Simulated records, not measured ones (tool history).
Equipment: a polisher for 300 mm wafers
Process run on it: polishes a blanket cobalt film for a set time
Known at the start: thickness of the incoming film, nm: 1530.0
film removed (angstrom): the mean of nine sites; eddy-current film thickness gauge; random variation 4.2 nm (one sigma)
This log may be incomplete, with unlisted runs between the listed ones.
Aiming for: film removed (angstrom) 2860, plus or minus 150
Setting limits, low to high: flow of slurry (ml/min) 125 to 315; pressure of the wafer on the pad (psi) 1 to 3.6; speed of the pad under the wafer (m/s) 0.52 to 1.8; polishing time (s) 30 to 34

run	hour	flow of slurry (ml/min)	pressure of the wafer on the pad (psi)	speed of the pad under the wafer (m/s)	polishing time (s)	film removed (angstrom)
1	0	205	2.3	1.16	34	2076.8
2	6.1	205	2.3	1.16	30	1770.7
3	8	155	2.3	1.16	30	1692.6
4	15.1	155	2.9	1.16	30	2089.8
5	23	155	2.4	1.16	30	1753.6
6	28.8	155	2.4	1.16	34	1986.1
7	32.6	160	2.7	1.18	34	2223.5
8	39.7	160	2.7	1.18	34	2335
9	44.4	170	2.8	1.18	34	2379
10	49.3	180	2.9	1.18	34	2409.3
11	56.4	180	3	1.18	34	2556.1
12	57.4	185	3.1	1.18	34	2639.1

Exactly one of the 4 candidate moves below puts every result within its allowed miss. Which one?
A	58.4	200	3.2	1.2	30	?
B	58.4	200	3.2	1.24	34	?
C	58.4	195	2.6	1.42	30	?
D	58.4	130	2.8	1.44	31	?

move	film removed (angstrom)
A	2494.2
B	2918.2
C	2448.8
D	2525.1
A: lands further from the targets than the last run did
B: each result inside its tolerance
C: lands further from the targets than the last run did
D: lands further from the targets than the last run did
So the answer is move B, the one that meets all the targets.

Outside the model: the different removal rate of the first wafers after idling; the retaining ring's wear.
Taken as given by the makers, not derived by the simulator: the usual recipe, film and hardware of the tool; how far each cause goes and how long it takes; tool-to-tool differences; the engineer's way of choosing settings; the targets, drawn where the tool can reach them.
